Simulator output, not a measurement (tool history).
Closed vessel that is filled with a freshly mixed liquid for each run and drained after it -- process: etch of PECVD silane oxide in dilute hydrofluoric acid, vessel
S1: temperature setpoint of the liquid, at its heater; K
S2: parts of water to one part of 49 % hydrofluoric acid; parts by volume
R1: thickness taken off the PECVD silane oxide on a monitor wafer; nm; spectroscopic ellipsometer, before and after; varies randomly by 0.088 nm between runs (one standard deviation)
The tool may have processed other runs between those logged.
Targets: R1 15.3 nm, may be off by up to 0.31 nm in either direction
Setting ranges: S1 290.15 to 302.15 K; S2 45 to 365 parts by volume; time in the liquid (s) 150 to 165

run 1 hour=0 | S1=294.15 S2=205 time_in_the_liquid_(s)=150 | R1=21.288
run 2 hour=3.2 | S1=294.15 S2=205 time_in_the_liquid_(s)=165 | R1=23.419
run 3 hour=8.2 | S1=293.65 S2=215 time_in_the_liquid_(s)=165 | R1=21.581
run 4 hour=11.2 | S1=293.65 S2=185 time_in_the_liquid_(s)=165 | R1=26.19
run 5 hour=13.6 | S1=293.65 S2=215 time_in_the_liquid_(s)=165 | R1=21.423
run 6 hour=18.9 | S1=293.15 S2=220 time_in_the_liquid_(s)=165 | R1=20.727
run 7 hour=21.4 | S1=290.15 S2=265 time_in_the_liquid_(s)=165 | R1=14.577
run 8 hour=26.9 | S1=290.65 S2=265 time_in_the_liquid_(s)=165 | R1=14.99

Of the 5 settings listed for the next run, only one would bring every result within its allowed miss of target. Which one?
run A hour=32.4 | S1=290.65 S2=250 time_in_the_liquid_(s)=165 | R1=?
run B hour=32.4 | S1=291.15 S2=275 time_in_the_liquid_(s)=165 | R1=?
run C hour=32.4 | S1=291.65 S2=270 time_in_the_liquid_(s)=165 | R1=?
run D hour=32.4 | S1=292.15 S2=260 time_in_the_liquid_(s)=150 | R1=?
run E hour=32.4 | S1=290.15 S2=250 time_in_the_liquid_(s)=165 | R1=?

move=A R1=16.017
move=B R1=14.52
move=C R1=15.138
move=D R1=14.695
move=E R1=15.71
A: the result that was furthest off in the last run now lies on the other side of its target
B: misses by more than the last run did
C: every result lands within tolerance
D: misses by more than the last run did
E: the result that was furthest off in the last run now lies on the other side of its target
The move that meets every target is C.

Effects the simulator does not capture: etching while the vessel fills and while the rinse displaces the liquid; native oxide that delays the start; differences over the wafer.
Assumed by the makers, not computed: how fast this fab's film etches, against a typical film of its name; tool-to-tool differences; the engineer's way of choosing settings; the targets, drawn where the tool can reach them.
